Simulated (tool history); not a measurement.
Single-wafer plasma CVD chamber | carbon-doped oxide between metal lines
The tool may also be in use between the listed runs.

run,hour,heater temperature setpoint (K),chamber pressure (Pa),RF power (W),deposition time (s),mean film thickness on the monitor wafer (nm)
1,0,628.15,488,525,11.1,53.28
2,3.9,628.15,488,465,11.1,50.732
3,11.9,628.15,488,405,11.1,48.611
4,14.4,628.15,488,405,11.1,48.466
5,18,628.15,488,365,11.1,46.548
6,25.5,628.15,488,355,11.1,46.04
# hour 27.4: capacitance manometer re-zeroed and calibrated
7,27.4,623.15,525,430,11.1,51.154
8,35.7,618.15,568,455,11.1,53.649

Run 9 comes next. What will it give?
9,42.3,615.15,596,480,11.1,?

mean film thickness on the monitor wafer (nm): 55.792
